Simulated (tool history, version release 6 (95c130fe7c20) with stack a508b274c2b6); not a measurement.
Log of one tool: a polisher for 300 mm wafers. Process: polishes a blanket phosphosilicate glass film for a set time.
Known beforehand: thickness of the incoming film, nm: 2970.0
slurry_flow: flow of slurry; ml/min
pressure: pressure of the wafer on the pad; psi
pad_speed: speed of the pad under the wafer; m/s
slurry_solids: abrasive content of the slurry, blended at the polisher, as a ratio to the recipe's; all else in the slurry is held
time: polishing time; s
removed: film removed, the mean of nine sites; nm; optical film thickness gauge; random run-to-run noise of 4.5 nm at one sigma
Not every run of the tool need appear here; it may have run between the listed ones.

{"run": 1, "hour": 0.0, "slurry_flow": 175, "pressure": 2.3, "pad_speed": 0.84, "slurry_solids": 1, "time": 96, "removed": 546.56}
{"run": 2, "hour": 2.6, "slurry_flow": 175, "pressure": 2.1, "pad_speed": 0.84, "slurry_solids": 1, "time": 96, "removed": 491.51}
{"run": 3, "hour": 7.7, "slurry_flow": 175, "pressure": 2.1, "pad_speed": 0.64, "slurry_solids": 1, "time": 96, "removed": 414.42}
{"run": 4, "hour": 11.6, "slurry_flow": 140, "pressure": 2.1, "pad_speed": 0.64, "slurry_solids": 1, "time": 96, "removed": 392.45}
{"run": 5, "hour": 20.0, "slurry_flow": 110, "pressure": 2.1, "pad_speed": 0.64, "slurry_solids": 1, "time": 96, "removed": 378}
{"run": 6, "hour": 21.6, "slurry_flow": 110, "pressure": 2.1, "pad_speed": 0.64, "slurry_solids": 1.1, "time": 96, "removed": 403.31}

Estimate the outcome of run 7 from the log above:
{"run": 7, "hour": 23.5, "slurry_flow": 110, "pressure": 2, "pad_speed": 0.64, "slurry_solids": 1.1, "time": 96, "removed": "?"}

Run 7 came out at removed 377.53 nm.
